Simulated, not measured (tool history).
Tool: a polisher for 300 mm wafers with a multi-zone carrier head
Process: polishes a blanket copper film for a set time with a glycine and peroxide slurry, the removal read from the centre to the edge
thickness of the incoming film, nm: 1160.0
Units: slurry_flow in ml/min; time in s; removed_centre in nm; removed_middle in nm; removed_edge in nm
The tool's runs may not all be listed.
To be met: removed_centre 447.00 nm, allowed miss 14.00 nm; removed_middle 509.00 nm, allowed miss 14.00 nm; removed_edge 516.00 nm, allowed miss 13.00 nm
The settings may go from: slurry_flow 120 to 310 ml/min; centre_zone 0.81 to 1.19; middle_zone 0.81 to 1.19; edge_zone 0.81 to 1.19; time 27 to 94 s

{"run": 1, "hour": 0.0, "slurry_flow": 200, "centre_zone": 1.0, "middle_zone": 1.0, "edge_zone": 1.0, "time": 60, "removed_centre": 351.9, "removed_middle": 341.3, "removed_edge": 341.51}
{"run": 2, "hour": 8.2, "slurry_flow": 210, "centre_zone": 0.98, "middle_zone": 1.02, "edge_zone": 1.05, "time": 65, "removed_centre": 377.19, "removed_middle": 375.13, "removed_edge": 378.77}
{"run": 3, "hour": 16.8, "slurry_flow": 210, "centre_zone": 0.9, "middle_zone": 1.02, "edge_zone": 1.05, "time": 65, "removed_centre": 359.14, "removed_middle": 373.33, "removed_edge": 378.64}
{"run": 4, "hour": 18.8, "slurry_flow": 215, "centre_zone": 0.88, "middle_zone": 1.04, "edge_zone": 1.08, "time": 69, "removed_centre": 373.62, "removed_middle": 405.24, "removed_edge": 407.18}
{"run": 5, "hour": 27.5, "slurry_flow": 215, "centre_zone": 0.85, "middle_zone": 1.04, "edge_zone": 1.08, "time": 69, "removed_centre": 369.27, "removed_middle": 405.8, "removed_edge": 410.74}
{"run": 6, "hour": 34.6, "slurry_flow": 225, "centre_zone": 0.85, "middle_zone": 1.05, "edge_zone": 1.1, "time": 72, "removed_centre": 383.25, "removed_middle": 428.2, "removed_edge": 431.73}
{"run": 7, "hour": 41.2, "slurry_flow": 225, "centre_zone": 0.85, "middle_zone": 1.05, "edge_zone": 1.1, "time": 72, "removed_centre": 389.04, "removed_middle": 428.48, "removed_edge": 432.55}
{"run": 8, "hour": 44.4, "slurry_flow": 225, "centre_zone": 0.84, "middle_zone": 1.06, "edge_zone": 1.12, "time": 75, "removed_centre": 406.42, "removed_middle": 450.39, "removed_edge": 455.35}
{"run": 9, "hour": 53.3, "slurry_flow": 230, "centre_zone": 0.83, "middle_zone": 1.07, "edge_zone": 1.14, "time": 77, "removed_centre": 410.52, "removed_middle": 467.42, "removed_edge": 466.96}

Which of these 5 next moves meets every target?
{"run": "A", "hour": 62.2, "slurry_flow": 215, "centre_zone": 0.88, "middle_zone": 0.88, "edge_zone": 1.19, "time": 86, "removed_centre": "?", "removed_middle": "?", "removed_edge": "?"}
{"run": "B", "hour": 62.2, "slurry_flow": 235, "centre_zone": 0.85, "middle_zone": 1.08, "edge_zone": 1.18, "time": 83, "removed_centre": "?", "removed_middle": "?", "removed_edge": "?"}
{"run": "C", "hour": 62.2, "slurry_flow": 240, "centre_zone": 1.13, "middle_zone": 1.19, "edge_zone": 1.02, "time": 77, "removed_centre": "?", "removed_middle": "?", "removed_edge": "?"}
{"run": "D", "hour": 62.2, "slurry_flow": 200, "centre_zone": 0.88, "middle_zone": 0.9, "edge_zone": 1.19, "time": 80, "removed_centre": "?", "removed_middle": "?", "removed_edge": "?"}
{"run": "E", "hour": 62.2, "slurry_flow": 195, "centre_zone": 1.18, "middle_zone": 1.11, "edge_zone": 1.08, "time": 69, "removed_centre": "?", "removed_middle": "?", "removed_edge": "?"}

move=A removed_centre=468.19 removed_middle=440.97 removed_edge=537.31
move=B removed_centre=447.25 removed_middle=510.29 removed_edge=518.53
move=C removed_centre=502.20 removed_middle=515.29 removed_edge=447.92
move=D removed_centre=431.82 removed_middle=414.66 removed_edge=496.80
move=E removed_centre=452.35 removed_middle=425.32 removed_edge=406.27
A: takes the result that was furthest off past its target
B: meets every target
C: further off than the last run
D: further off than the last run
E: further off than the last run
The right move is B.
